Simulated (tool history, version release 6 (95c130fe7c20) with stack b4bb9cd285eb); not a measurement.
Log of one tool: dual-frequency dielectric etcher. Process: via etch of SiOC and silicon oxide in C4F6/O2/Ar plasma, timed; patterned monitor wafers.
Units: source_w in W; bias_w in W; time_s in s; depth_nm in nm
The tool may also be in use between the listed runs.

run  hour  source_w  bias_w  time_s  depth_nm
  1   0.0       300     199    31.0    31.831
  2   5.0       250     199    31.0    28.465
  3   9.1       250     215    31.0    29.278
  4  15.1       260     216    31.0    30.037
  5  23.8       270     217    31.0    30.890
  6  32.4       240     217    31.0    28.047
  7  36.9       250     218    31.0    29.340
  8  44.4       260     219    31.0    30.191
  9  47.6       270     220    31.0    30.989
 10  50.8       280     221    31.0    31.782
 11  51.7       290     221    31.0    32.784
 12  59.3       300     222    31.0    32.869

The next listed run, before its measurement:
 13  62.8       300     222    31.0         ?

{"run 13": {"depth_nm": 32.998}}
